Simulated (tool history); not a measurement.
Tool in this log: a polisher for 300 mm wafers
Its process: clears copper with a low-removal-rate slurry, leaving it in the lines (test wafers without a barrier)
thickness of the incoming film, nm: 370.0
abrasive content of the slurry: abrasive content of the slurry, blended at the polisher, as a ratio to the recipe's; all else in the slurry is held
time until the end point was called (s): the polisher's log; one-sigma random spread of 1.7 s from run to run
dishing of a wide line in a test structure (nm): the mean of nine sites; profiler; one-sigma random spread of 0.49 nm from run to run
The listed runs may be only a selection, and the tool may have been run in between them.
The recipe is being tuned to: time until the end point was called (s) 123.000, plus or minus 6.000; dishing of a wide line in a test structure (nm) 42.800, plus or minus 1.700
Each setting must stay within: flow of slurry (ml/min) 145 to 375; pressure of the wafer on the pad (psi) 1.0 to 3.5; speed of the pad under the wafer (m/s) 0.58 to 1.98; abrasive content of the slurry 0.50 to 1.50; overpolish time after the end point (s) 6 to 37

| run | hour | flow of slurry (ml/min) | pressure of the wafer on the pad (psi) | speed of the pad under the wafer (m/s) | abrasive content of the slurry | overpolish time after the end point (s) | time until the end point was called (s) | dishing of a wide line in a test structure (nm) |
|---|---|---|---|---|---|---|---|---|
| 1 | 0.0 | 240 | 2.2 | 1.28 | 1.00 | 19 | 122.900 | 30.922 |
| 2 | 7.4 | 240 | 2.7 | 1.28 | 1.00 | 19 | 103.880 | 35.766 |
| 3 | 14.7 | 300 | 2.7 | 1.28 | 1.00 | 19 | 101.310 | 36.406 |
| 4 | 23.7 | 300 | 2.7 | 1.28 | 0.90 | 19 | 104.530 | 35.987 |
| 5 | 31.9 | 300 | 2.7 | 1.44 | 0.90 | 19 | 95.809 | 37.543 |
| 6 | 35.1 | 300 | 2.7 | 1.44 | 1.05 | 19 | 91.239 | 38.348 |
| 7 | 40.3 | 300 | 2.6 | 1.40 | 1.05 | 21 | 98.297 | 39.315 |
| 8 | 43.5 | 300 | 2.5 | 1.38 | 1.05 | 22 | 101.110 | 38.676 |
| 9 | 48.1 | 300 | 2.4 | 1.36 | 1.00 | 24 | 108.260 | 39.942 |
| 10 | 50.9 | 300 | 2.4 | 1.34 | 1.00 | 25 | 112.840 | 40.413 |
| 11 | 57.4 | 300 | 2.4 | 1.34 | 1.00 | 26 | 107.780 | 41.800 |
| 12 | 60.1 | 300 | 2.3 | 1.32 | 1.00 | 27 | 116.140 | 41.314 |
| 13 | 65.4 | 300 | 2.3 | 1.32 | 1.00 | 28 | 113.670 | 40.388 |
| 14 | 69.4 | 300 | 2.3 | 1.32 | 1.00 | 29 | 115.270 | 42.269 |
| 15 | 76.9 | 300 | 2.3 | 1.32 | 1.00 | 30 | 114.320 | 43.109 |
| 16 | 81.2 | 300 | 2.3 | 1.32 | 1.00 | 30 | 114.160 | 42.271 |
| 17 | 89.2 | 300 | 2.3 | 1.32 | 1.00 | 31 | 117.560 | 44.457 |

4 next moves are on the table. One of them brings every result within its allowed miss. Which?
| A | 97.2 | 275 | 2.3 | 1.26 | 1.00 | 37 | ? | ? |
| B | 97.2 | 290 | 2.3 | 1.18 | 1.00 | 28 | ? | ? |
| C | 97.2 | 345 | 1.8 | 1.54 | 1.00 | 35 | ? | ? |
| D | 97.2 | 290 | 2.3 | 1.32 | 1.05 | 31 | ? | ? |

| move | time until the end point was called (s) | dishing of a wide line in a test structure (nm) |
|---|---|---|
| A | 119.160 | 46.745 |
| B | 124.410 | 39.731 |
| C | 123.900 | 43.395 |
| D | 113.470 | 44.022 |
A: misses by more than the last run did
B: takes the result that was furthest off past its target
C: every result within its allowed miss
D: gets the furthest-off result to its target, but another result is out of tolerance
So the answer is move C, the one that meets all the targets.
